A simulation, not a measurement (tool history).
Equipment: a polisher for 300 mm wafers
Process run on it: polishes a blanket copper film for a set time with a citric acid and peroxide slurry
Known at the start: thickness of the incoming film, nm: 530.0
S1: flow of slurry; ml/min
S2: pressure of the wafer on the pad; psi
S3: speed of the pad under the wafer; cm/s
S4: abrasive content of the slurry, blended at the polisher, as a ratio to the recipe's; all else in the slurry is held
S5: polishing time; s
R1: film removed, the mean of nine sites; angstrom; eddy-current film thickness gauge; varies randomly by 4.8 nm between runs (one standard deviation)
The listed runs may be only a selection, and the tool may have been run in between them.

run	day	S1	S2	S3	S4	S5	R1
1	0.000	295	3.3	100	1.00	100	2393.6
2	0.238	295	3.7	100	1.00	100	2631.0
3	0.458	295	3.7	122	1.00	100	3224.3
4	0.704	295	3.7	122	1.00	100	3280.4
5	0.933	295	3.7	122	1.15	100	3426.5
6	1.104	295	3.7	96	1.15	100	2677.3
7	1.212	295	4.0	96	1.15	100	2770.4
8	1.567	295	4.3	98	1.15	100	3086.3
9	1.646	295	4.5	98	1.15	100	3272.7
10	2.000	295	4.6	98	1.15	100	3367.2
11	2.304	295	4.6	98	1.15	100	3310.1
12	2.408	295	4.7	98	1.15	100	3485.6

Predict the results of run 13:
13	2.679	295	4.8	98	1.15	100	?

{"run 13": {"R1": 3522.2}}
